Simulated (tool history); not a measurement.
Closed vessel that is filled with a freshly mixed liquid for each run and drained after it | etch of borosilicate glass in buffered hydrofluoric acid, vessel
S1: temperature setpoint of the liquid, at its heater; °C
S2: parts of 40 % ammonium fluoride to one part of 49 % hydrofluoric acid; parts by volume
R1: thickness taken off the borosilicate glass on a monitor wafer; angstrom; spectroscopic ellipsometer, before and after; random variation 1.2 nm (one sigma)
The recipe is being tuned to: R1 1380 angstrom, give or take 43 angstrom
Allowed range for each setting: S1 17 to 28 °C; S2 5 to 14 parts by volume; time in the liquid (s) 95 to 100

Run 1, hour 0: S1 20 °C, S2 8.5 parts by volume, time in the liquid (s) 95. Result: R1 1036.4 angstrom.
Run 2, hour 2.4: S1 20 °C, S2 8.5 parts by volume, time in the liquid (s) 95. Result: R1 1039.3 angstrom.
Run 3, hour 9.7: S1 20 °C, S2 8.5 parts by volume, time in the liquid (s) 100. Result: R1 1084 angstrom.
Run 4, hour 10.8: S1 17.5 °C, S2 8.5 parts by volume, time in the liquid (s) 100. Result: R1 954.94 angstrom.
Run 5, hour 15.6: S1 18 °C, S2 8.5 parts by volume, time in the liquid (s) 100. Result: R1 982.65 angstrom.
Run 6, hour 23.7: S1 18.5 °C, S2 8.5 parts by volume, time in the liquid (s) 100. Result: R1 1028.2 angstrom.
Run 7, hour 27.7: S1 19 °C, S2 8.5 parts by volume, time in the liquid (s) 100. Result: R1 1035.9 angstrom.
Run 8, hour 33.6: S1 19.5 °C, S2 8.5 parts by volume, time in the liquid (s) 100. Result: R1 1081.6 angstrom.
Run 9, hour 39.1: S1 20 °C, S2 8.5 parts by volume, time in the liquid (s) 100. Result: R1 1091.3 angstrom.

Which of these 4 next moves meets every target?
Run A, hour 44.6: S1 26.5 °C, S2 9 parts by volume, time in the liquid (s) 95. Result: R1 ?.
Run B, hour 44.6: S1 22.5 °C, S2 8.5 parts by volume, time in the liquid (s) 100. Result: R1 ?.
Run C, hour 44.6: S1 23 °C, S2 7.5 parts by volume, time in the liquid (s) 100. Result: R1 ?.
Run D, hour 44.6: S1 20.5 °C, S2 7.5 parts by volume, time in the liquid (s) 100. Result: R1 ?.

move      R1
   A  1363.1
   B  1233.5
   C  1455.1
   D  1270.3
A: meets every target
B: nearer than the last run, and not there yet
C: takes the result that was furthest off past its target
D: nearer than the last run, and not there yet
The move that meets every target is A.
